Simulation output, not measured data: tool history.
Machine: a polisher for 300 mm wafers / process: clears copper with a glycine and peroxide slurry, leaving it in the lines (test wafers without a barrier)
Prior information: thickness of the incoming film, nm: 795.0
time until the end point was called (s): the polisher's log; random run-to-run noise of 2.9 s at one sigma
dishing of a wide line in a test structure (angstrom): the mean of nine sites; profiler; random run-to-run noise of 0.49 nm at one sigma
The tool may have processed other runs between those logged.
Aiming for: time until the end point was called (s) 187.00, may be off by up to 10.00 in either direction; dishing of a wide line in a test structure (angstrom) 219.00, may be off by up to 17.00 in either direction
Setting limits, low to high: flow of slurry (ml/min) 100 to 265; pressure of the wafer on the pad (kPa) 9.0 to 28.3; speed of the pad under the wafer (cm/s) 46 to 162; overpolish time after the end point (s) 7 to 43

run  hour  flow of slurry (ml/min)  pressure of the wafer on the pad (kPa)  speed of the pad under the wafer (cm/s)  overpolish time after the end point (s)  time until the end point was called (s)  dishing of a wide line in a test structure (angstrom)
  1   0.0                      170                                    18.6                                      104                                       22                                   129.30                                                 798.39
  2   4.5                      145                                    15.2                                      104                                       17                                   161.43                                                 569.69
  3   9.8                      130                                    13.1                                      110                                       14                                   174.95                                                 431.10
  4  12.4                      120                                    11.7                                      116                                       12                                   187.68                                                 335.47
  5  21.2                      120                                    11.7                                       96                                       12                                   205.47                                                 322.83
  6  23.3                      100                                    11.7                                       96                                       12                                   214.90                                                 319.81
  7  25.0                      100                                    11.0                                      110                                       10                                   205.85                                                 275.97
  8  30.5                      100                                    10.3                                      122                                        9                                   209.29                                                 249.43

Which single option among these 5 for the next run brings every result within its allowed miss of target? Just one does.
  A  36.0                      115                                    11.0                                      162                                        7                                        ?                                                      ?
  B  36.0                      100                                    10.3                                      124                                       10                                        ?                                                      ?
  C  36.0                      100                                     9.0                                      122                                       10                                        ?                                                      ?
  D  36.0                      100                                    11.0                                      112                                        7                                        ?                                                      ?
  E  36.0                      110                                    10.3                                      136                                        7                                        ?                                                      ?

move  time until the end point was called (s)  dishing of a wide line in a test structure (angstrom)
   A                                   163.61                                                 254.97
   B                                   207.70                                                 284.10
   C                                   232.82                                                 255.52
   D                                   209.48                                                 204.24
   E                                   193.21                                                 219.26
A: takes the biggest miss from the last run beyond its target
B: its largest miss is bigger than the last run's
C: its largest miss is bigger than the last run's
D: about as far from the targets as the last run
E: every result lands within tolerance
The move that meets every target is E.

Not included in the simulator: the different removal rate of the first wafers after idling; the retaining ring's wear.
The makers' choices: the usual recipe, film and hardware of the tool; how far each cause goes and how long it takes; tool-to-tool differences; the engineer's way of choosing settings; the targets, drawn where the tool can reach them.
